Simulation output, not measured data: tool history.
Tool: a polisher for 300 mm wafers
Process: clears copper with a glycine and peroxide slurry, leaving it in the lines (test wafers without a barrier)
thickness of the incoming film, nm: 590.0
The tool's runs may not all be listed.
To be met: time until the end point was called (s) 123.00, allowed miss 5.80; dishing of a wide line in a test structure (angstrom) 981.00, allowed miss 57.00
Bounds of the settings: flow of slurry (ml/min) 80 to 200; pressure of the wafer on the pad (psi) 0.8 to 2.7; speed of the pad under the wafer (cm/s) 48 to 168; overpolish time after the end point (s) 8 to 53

| run | hour | flow of slurry (ml/min) | pressure of the wafer on the pad (psi) | speed of the pad under the wafer (cm/s) | overpolish time after the end point (s) | time until the end point was called (s) | dishing of a wide line in a test structure (angstrom) |
|---|---|---|---|---|---|---|---|
| 1 | 0.0 | 130 | 1.7 | 108 | 27 | 150.95 | 626.92 |
| 2 | 1.5 | 130 | 1.3 | 108 | 27 | 176.44 | 558.99 |
| 3 | 8.3 | 130 | 1.5 | 110 | 30 | 155.56 | 646.39 |
| 4 | 13.1 | 130 | 1.6 | 110 | 33 | 154.79 | 701.85 |
|  | 18.7 | slurry nozzle cleaned |
| 5 | 18.7 | 135 | 1.8 | 110 | 35 | 133.89 | 813.09 |
| 6 | 24.1 | 140 | 1.8 | 110 | 37 | 132.41 | 849.71 |
| 7 | 30.5 | 140 | 1.8 | 110 | 38 | 129.92 | 895.51 |
| 8 | 32.1 | 145 | 1.8 | 110 | 39 | 130.08 | 901.78 |
| 9 | 39.7 | 145 | 1.8 | 110 | 39 | 129.76 | 892.73 |
| 10 | 44.5 | 145 | 1.8 | 110 | 40 | 129.54 | 930.08 |
| 11 | 49.3 | 150 | 1.8 | 110 | 41 | 131.93 | 931.33 |

4 next moves are on the table. One of them brings every result within its allowed miss. Which?
| A | 54.1 | 150 | 1.8 | 104 | 41 | ? | ? |
| B | 54.1 | 165 | 1.5 | 102 | 50 | ? | ? |
| C | 54.1 | 160 | 1.8 | 102 | 36 | ? | ? |
| D | 54.1 | 155 | 1.8 | 116 | 44 | ? | ? |

| move | time until the end point was called (s) | dishing of a wide line in a test structure (angstrom) |
|---|---|---|
| A | 133.79 | 889.15 |
| B | 150.38 | 921.34 |
| C | 134.57 | 814.13 |
| D | 122.47 | 971.41 |
A: further off than the last run
B: further off than the last run
C: further off than the last run
D: meets every target
The right move is D.

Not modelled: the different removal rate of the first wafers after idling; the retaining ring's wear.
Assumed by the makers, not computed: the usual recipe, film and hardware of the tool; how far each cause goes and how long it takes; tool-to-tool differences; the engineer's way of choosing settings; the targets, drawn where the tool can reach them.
